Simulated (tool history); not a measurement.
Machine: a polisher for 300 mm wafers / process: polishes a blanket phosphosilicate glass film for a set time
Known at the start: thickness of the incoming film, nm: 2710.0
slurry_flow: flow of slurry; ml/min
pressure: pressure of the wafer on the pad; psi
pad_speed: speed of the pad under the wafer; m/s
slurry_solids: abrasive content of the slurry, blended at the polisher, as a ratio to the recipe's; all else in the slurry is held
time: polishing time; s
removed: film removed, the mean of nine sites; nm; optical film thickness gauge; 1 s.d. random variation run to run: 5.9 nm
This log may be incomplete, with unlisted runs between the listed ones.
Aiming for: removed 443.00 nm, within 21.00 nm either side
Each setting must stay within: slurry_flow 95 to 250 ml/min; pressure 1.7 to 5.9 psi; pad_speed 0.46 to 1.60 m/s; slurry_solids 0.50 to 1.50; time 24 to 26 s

| run | hour | slurry_flow | pressure | pad_speed | slurry_solids | time | removed |
|---|---|---|---|---|---|---|---|
| 1 | 0.0 | 160 | 3.8 | 1.02 | 1.00 | 26 | 299.12 |
| 2 | 7.2 | 160 | 3.8 | 1.02 | 1.10 | 26 | 325.04 |
| 3 | 11.0 | 160 | 4.0 | 1.02 | 1.10 | 26 | 340.95 |
| 4 | 15.7 | 195 | 4.0 | 1.02 | 1.10 | 26 | 347.72 |
| 5 | 22.4 | 165 | 4.0 | 1.02 | 1.10 | 26 | 339.11 |
| 6 | 24.6 | 165 | 3.6 | 1.02 | 1.10 | 26 | 310.65 |
| 7 | 27.0 | 165 | 3.8 | 1.02 | 1.10 | 26 | 325.78 |
| 8 | 27.6 | 165 | 4.0 | 1.02 | 1.10 | 26 | 349.34 |
| 9 | 35.9 | 165 | 4.1 | 1.02 | 1.10 | 26 | 346.63 |
| 10 | 38.0 | 165 | 4.3 | 1.02 | 1.10 | 26 | 369.60 |
| 11 | 45.7 | 165 | 4.4 | 1.02 | 1.10 | 26 | 372.97 |

4 candidate next runs follow, results not yet known. Just one meets every target within its allowed miss. Identify it.
| A | 53.4 | 180 | 4.4 | 1.04 | 1.15 | 26 | ? |
| B | 53.4 | 185 | 5.0 | 1.16 | 1.00 | 25 | ? |
| C | 53.4 | 195 | 4.2 | 1.02 | 1.20 | 26 | ? |
| D | 53.4 | 205 | 4.2 | 1.16 | 1.05 | 26 | ? |

| move | removed |
|---|---|
| A | 398.16 |
| B | 436.27 |
| C | 388.02 |
| D | 399.58 |
A: nearer than the last run, and not there yet
B: every result within its allowed miss
C: nearer than the last run, and not there yet
D: nearer than the last run, and not there yet
B meets every target.

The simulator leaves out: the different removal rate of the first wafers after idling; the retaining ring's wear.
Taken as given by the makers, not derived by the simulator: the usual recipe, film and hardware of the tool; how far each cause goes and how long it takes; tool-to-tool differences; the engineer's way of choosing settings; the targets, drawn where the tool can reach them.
